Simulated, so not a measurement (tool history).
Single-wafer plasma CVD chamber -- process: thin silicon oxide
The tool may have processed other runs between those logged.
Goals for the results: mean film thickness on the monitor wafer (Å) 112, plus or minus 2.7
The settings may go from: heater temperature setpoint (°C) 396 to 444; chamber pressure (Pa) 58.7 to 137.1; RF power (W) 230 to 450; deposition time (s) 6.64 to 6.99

run,hour,heater temperature setpoint (°C),chamber pressure (Pa),RF power (W),deposition time (s),mean film thickness on the monitor wafer (Å)
1,0,420,97.9,340,6.99,126.44
2,0.9,420,97.9,340,6.64,119.89
3,5.6,420,81.2,340,6.64,99.355
4,7.1,420,81.2,340,6.99,104.97
5,10.8,420,92.1,340,6.99,118.72
6,18.5,420,91.3,340,6.99,118.37
7,19.2,420,90.5,340,6.99,116.74
8,21.6,420,90,340,6.99,115.79
9,30.3,420,89.5,340,6.99,115.46
10,39.2,420,89.1,340,6.99,114.98

Of the 5 settings listed for the next run, only one would bring every result within its allowed miss of target. Which one?
A,48.1,405,88.5,360,6.99,?
B,48.1,427,88.1,370,6.99,?
C,48.1,426,109.2,265,6.99,?
D,48.1,421,90.5,350,6.64,?
E,48.1,420,97.1,335,6.8,?

move,mean film thickness on the monitor wafer (Å)
A,118.9
B,117.94
C,119.98
D,112.65
E,120.79
A: further off than the last run
B: further off than the last run
C: further off than the last run
D: each result inside its tolerance
E: further off than the last run
D meets every target.

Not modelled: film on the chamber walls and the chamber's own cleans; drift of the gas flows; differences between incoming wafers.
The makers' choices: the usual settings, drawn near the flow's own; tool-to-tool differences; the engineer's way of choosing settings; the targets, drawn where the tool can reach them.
